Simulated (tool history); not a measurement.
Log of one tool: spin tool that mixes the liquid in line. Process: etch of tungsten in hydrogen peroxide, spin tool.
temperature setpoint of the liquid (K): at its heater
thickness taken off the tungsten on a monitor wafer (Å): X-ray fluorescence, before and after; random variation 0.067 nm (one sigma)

run,hour,temperature setpoint of the liquid (K),concentration of hydrogen peroxide in the mixed liquid (% by weight),time under the liquid (s),thickness taken off the tungsten on a monitor wafer (Å)
1,0.0,323.15,24.0,15,183.77
2,0.8,326.65,24.0,15,226.47
3,1.8,324.65,24.0,15,200.80
4,10.7,324.65,24.0,15,199.35
5,14.6,321.65,24.0,15,166.54
6,17.2,321.65,28.5,15,180.98
7,23.8,321.15,28.5,15,176.97
8,26.1,320.65,28.5,15,171.10

Forecast run 9:
9,33.6,320.15,28.5,15,?

{"run 9": {"thickness taken off the tungsten on a monitor wafer (Å)": 165.58}}
